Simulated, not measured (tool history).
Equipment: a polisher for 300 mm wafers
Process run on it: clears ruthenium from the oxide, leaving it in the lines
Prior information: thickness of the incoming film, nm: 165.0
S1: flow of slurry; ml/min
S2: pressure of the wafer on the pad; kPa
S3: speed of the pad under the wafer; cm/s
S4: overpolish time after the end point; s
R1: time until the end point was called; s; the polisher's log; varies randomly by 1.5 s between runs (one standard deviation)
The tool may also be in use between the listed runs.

{"run": 1, "hour": 0.0, "S1": 310, "S2": 17.2, "S3": 122, "S4": 44, "R1": 118.7}
{"run": 2, "hour": 8.8, "S1": 310, "S2": 17.2, "S3": 152, "S4": 44, "R1": 95.34}
{"run": 3, "hour": 9.5, "S1": 310, "S2": 15.2, "S3": 152, "S4": 44, "R1": 105.35}
{"run": 4, "hour": 13.8, "S1": 310, "S2": 13.8, "S3": 152, "S4": 44, "R1": 112.97}
{"run": 5, "hour": 17.1, "S1": 310, "S2": 12.4, "S3": 152, "S4": 44, "R1": 123.65}
{"hour": 25.3, "done": "worn pad replaced by a new one"}
{"run": 6, "hour": 25.3, "S1": 310, "S2": 12.4, "S3": 124, "S4": 44, "R1": 133.25}
{"run": 7, "hour": 28.7, "S1": 310, "S2": 9.7, "S3": 122, "S4": 44, "R1": 163.62}

Run 8 is up next; what results do you expect?
{"run": 8, "hour": 31.1, "S1": 310, "S2": 9.7, "S3": 122, "S4": 44, "R1": "?"}

{"run 8": {"R1": 163.62}}
